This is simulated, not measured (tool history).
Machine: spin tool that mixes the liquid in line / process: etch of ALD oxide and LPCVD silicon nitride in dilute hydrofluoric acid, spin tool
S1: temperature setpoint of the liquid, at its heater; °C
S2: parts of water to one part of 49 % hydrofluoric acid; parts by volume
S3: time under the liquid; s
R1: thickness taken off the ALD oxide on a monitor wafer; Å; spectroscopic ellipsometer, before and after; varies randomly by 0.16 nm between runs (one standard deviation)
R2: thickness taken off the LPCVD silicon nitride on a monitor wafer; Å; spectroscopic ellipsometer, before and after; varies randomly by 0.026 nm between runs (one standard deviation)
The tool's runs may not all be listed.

run  hour    S1  S2   S3      R1      R2
  1     0    23  60  180  277.67  16.556
  2     1    21  60  180  255.87  13.698
  3   3.9  22.5  60  180  269.84  15.074
  4  12.3    19  60  180  231.07  12.311
  5  17.5    19  60  255   334.9  17.114
  6  25.7    19  65  255  303.36  15.925
  7  29.1  18.5  70  255  275.06  14.609

Forecast run 8:
  8  36.2  18  75  255   ?   ?

R1: 249.25 Å
R2: 12.931 Å

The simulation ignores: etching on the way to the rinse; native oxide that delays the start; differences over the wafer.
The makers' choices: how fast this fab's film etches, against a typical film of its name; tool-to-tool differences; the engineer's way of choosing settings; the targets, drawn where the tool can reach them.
